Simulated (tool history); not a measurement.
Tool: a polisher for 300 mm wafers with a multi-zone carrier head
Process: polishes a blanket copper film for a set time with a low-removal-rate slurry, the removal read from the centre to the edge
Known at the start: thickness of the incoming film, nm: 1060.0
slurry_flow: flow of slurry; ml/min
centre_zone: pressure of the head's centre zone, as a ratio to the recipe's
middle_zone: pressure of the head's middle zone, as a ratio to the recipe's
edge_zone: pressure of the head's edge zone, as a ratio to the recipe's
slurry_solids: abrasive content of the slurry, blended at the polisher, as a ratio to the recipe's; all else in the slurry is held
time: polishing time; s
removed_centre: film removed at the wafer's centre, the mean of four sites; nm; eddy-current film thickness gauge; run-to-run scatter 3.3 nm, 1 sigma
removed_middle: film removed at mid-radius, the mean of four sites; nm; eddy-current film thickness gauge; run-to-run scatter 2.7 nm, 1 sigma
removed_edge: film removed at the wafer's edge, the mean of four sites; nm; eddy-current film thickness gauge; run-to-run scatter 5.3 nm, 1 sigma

{"run": 1, "hour": 0.0, "slurry_flow": 205, "centre_zone": 1.0, "middle_zone": 1.0, "edge_zone": 1.0, "slurry_solids": 1.0, "time": 82, "removed_centre": 312.15, "removed_middle": 307.71, "removed_edge": 306.13}
{"run": 2, "hour": 3.0, "slurry_flow": 205, "centre_zone": 1.0, "middle_zone": 0.95, "edge_zone": 1.0, "slurry_solids": 1.0, "time": 82, "removed_centre": 313.03, "removed_middle": 298.68, "removed_edge": 308.17}
{"run": 3, "hour": 4.6, "slurry_flow": 250, "centre_zone": 1.0, "middle_zone": 0.95, "edge_zone": 1.0, "slurry_solids": 1.0, "time": 82, "removed_centre": 318.39, "removed_middle": 304.88, "removed_edge": 313.83}
{"run": 4, "hour": 11.2, "slurry_flow": 250, "centre_zone": 1.0, "middle_zone": 0.95, "edge_zone": 1.0, "slurry_solids": 1.0, "time": 63, "removed_centre": 247.36, "removed_middle": 234.84, "removed_edge": 241.22}
{"run": 5, "hour": 13.6, "slurry_flow": 250, "centre_zone": 1.0, "middle_zone": 1.01, "edge_zone": 1.0, "slurry_solids": 1.0, "time": 63, "removed_centre": 244.87, "removed_middle": 250.66, "removed_edge": 242.39}
{"run": 6, "hour": 15.5, "slurry_flow": 250, "centre_zone": 1.0, "middle_zone": 0.93, "edge_zone": 1.0, "slurry_solids": 1.0, "time": 63, "removed_centre": 242.86, "removed_middle": 231.56, "removed_edge": 240.33}
{"run": 7, "hour": 23.3, "slurry_flow": 300, "centre_zone": 1.1, "middle_zone": 1.0, "edge_zone": 1.1, "slurry_solids": 1.25, "time": 86, "removed_centre": 387.01, "removed_middle": 350.62, "removed_edge": 355.31}
{"run": 8, "hour": 31.2, "slurry_flow": 300, "centre_zone": 1.11, "middle_zone": 1.0, "edge_zone": 1.1, "slurry_solids": 1.3, "time": 88, "removed_centre": 403.75, "removed_middle": 357.95, "removed_edge": 359.32}

What will run 9 give?
{"run": 9, "hour": 33.7, "slurry_flow": 300, "centre_zone": 1.12, "middle_zone": 1.0, "edge_zone": 1.11, "slurry_solids": 1.35, "time": 90, "removed_centre": "?", "removed_middle": "?", "removed_edge": "?"}

{"run 9": {"removed_centre": 420.4, "removed_middle": 371.49, "removed_edge": 384.73}}
